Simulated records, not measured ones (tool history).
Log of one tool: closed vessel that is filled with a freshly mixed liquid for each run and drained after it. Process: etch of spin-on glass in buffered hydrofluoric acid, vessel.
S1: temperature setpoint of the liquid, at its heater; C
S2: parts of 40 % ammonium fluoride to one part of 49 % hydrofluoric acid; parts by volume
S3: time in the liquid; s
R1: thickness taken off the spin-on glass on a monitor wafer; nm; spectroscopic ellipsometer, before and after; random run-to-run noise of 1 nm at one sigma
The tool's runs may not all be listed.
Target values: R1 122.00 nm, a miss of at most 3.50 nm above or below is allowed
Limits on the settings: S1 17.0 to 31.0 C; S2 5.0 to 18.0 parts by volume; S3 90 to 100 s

run	hour	S1	S2	S3	R1
1	0.0	23.0	11.0	90	250.75
2	6.4	23.0	11.0	100	272.81
3	14.0	22.0	12.0	100	236.86
4	20.2	21.0	12.5	100	217.18
5	29.5	20.0	13.5	100	190.79
6	35.1	23.5	13.5	100	232.06
7	36.1	22.5	14.0	100	214.49
8	45.3	21.5	14.5	100	190.81
9	46.6	20.5	15.0	100	178.05
10	52.2	20.0	15.5	100	166.92
11	58.8	19.5	16.0	100	156.29
12	67.3	19.0	16.5	100	147.48
13	68.2	18.5	16.5	100	142.76
14	71.3	18.0	16.5	100	140.34
15	77.9	17.5	17.0	100	131.84

5 candidate next runs follow, results not yet known. Just one meets every target within its allowed miss. Identify it.
A	84.5	17.0	18.0	100	?
B	84.5	18.0	17.0	95	?
C	84.5	18.0	17.5	100	?
D	84.5	17.0	16.0	95	?
E	84.5	17.0	17.5	90	?

move	R1
A	121.18
B	128.95
C	131.91
D	129.31
E	112.14
A: in spec on every target
B: nearer than the last run, and not there yet
C: no better and no worse than the last run
D: nearer than the last run, and not there yet
E: takes the result that was furthest off past its target
Correct choice: A, which meets every target
